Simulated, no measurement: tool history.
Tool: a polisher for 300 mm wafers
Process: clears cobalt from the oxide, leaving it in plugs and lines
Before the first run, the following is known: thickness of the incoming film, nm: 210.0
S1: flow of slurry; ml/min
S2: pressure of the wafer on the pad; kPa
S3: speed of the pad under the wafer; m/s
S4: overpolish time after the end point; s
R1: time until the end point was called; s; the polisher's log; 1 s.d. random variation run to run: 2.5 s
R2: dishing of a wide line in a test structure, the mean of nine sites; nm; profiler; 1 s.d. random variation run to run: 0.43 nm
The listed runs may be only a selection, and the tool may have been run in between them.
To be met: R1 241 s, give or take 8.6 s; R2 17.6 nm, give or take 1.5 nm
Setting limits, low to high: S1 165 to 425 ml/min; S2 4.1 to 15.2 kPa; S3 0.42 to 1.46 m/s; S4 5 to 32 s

| run | hour | S1 | S2 | S3 | S4 | R1 | R2 |
|---|---|---|---|---|---|---|---|
| 1 | 0 | 275 | 9.7 | 0.94 | 16 | 77.032 | 33.645 |
| 2 | 5.2 | 275 | 9.7 | 0.94 | 22 | 75.999 | 44.709 |
| 3 | 6.6 | 275 | 9.7 | 0.82 | 22 | 87.036 | 39.734 |
| 4 | 14.3 | 275 | 8.3 | 0.82 | 22 | 102 | 35.462 |
| 5 | 22.7 | 275 | 8.3 | 0.82 | 17 | 100.85 | 28.662 |
| 6 | 28.5 | 205 | 8.3 | 0.82 | 17 | 105.14 | 27.456 |
| 7 | 36.6 | 205 | 8.3 | 0.82 | 17 | 104.81 | 26.94 |
| 8 | 45.1 | 200 | 7.6 | 0.74 | 18 | 129.88 | 24.651 |
| 9 | 53.7 | 190 | 4.8 | 0.58 | 20 | 247.88 | 15.654 |
| 10 | 54.5 | 195 | 4.8 | 0.58 | 21 | 246.61 | 15.745 |
| 11 | 62.8 | 195 | 4.8 | 0.58 | 21 | 253.78 | 15.841 |
| 12 | 64.8 | 200 | 4.8 | 0.58 | 21 | 246.84 | 15.765 |

Exactly one of the 4 candidate moves below puts every result within its allowed miss. Which one?
| A | 66.8 | 170 | 4.1 | 0.72 | 23 | ? | ? |
| B | 66.8 | 195 | 4.8 | 0.64 | 22 | ? | ? |
| C | 66.8 | 245 | 4.8 | 0.56 | 17 | ? | ? |
| D | 66.8 | 220 | 5.5 | 0.56 | 21 | ? | ? |

| move | R1 | R2 |
|---|---|---|
| A | 239.46 | 17.498 |
| B | 227.01 | 17.637 |
| C | 250.24 | 12.734 |
| D | 223.5 | 17.15 |
A: all results land within tolerance of their targets
B: the worst result of the last run now meets its target, but another is out of spec
C: misses by more than the last run did
D: the worst result of the last run now meets its target, but another is out of spec
So the answer is move A, the one that meets all the targets.
